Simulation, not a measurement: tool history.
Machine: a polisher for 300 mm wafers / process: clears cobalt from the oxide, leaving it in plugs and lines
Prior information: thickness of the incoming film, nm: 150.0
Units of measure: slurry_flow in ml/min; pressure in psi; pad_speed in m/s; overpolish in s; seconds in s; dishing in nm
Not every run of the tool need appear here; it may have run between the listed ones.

run  hour  slurry_flow  pressure  pad_speed  overpolish  seconds  dishing
  1     0          260       2.4       1.08           9   21.554   40.019
  2   1.6          260       2.4       1.08           7    21.62   34.858
  3   3.2          260       2.7       1.08           9   18.763   43.997
  4   7.3          260       2.3       1.08           9   22.356   41.423
  5   9.4          260       2.6        1.1          10    19.65   48.665
  6  17.5          260       2.6        1.1          13    19.28   52.867

Estimate the outcome of run 7 from the log above:
  7  26.1          265       3.2       1.12          12        ?        ?

seconds: 15.726 s
dishing: 54.837 nm
